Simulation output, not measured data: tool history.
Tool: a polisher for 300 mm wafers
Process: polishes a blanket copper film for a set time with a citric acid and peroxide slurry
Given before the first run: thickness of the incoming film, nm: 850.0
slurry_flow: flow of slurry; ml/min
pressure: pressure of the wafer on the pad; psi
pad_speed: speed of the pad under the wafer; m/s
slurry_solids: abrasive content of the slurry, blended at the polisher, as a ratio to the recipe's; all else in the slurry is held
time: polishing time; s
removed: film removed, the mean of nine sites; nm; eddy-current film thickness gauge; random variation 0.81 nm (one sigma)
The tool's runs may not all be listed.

run 1 hour=0.0 | slurry_flow=135 pressure=2.5 pad_speed=0.88 slurry_solids=1.00 time=50 | removed=85.412
run 2 hour=7.4 | slurry_flow=135 pressure=2.5 pad_speed=0.88 slurry_solids=1.00 time=50 | removed=88.131
run 3 hour=10.7 | slurry_flow=135 pressure=2.5 pad_speed=0.88 slurry_solids=1.15 time=50 | removed=87.169
run 4 hour=18.7 | slurry_flow=115 pressure=2.5 pad_speed=0.88 slurry_solids=1.15 time=50 | removed=84.414
run 5 hour=27.4 | slurry_flow=140 pressure=2.5 pad_speed=0.88 slurry_solids=1.15 time=50 | removed=90.247
run 6 hour=35.2 | slurry_flow=140 pressure=2.5 pad_speed=0.88 slurry_solids=0.95 time=50 | removed=86.342

Predict the results of run 7:
run 7 hour=37.7 | slurry_flow=135 pressure=2.4 pad_speed=0.88 slurry_solids=0.95 time=50 | removed=?

removed: 81.425 nm
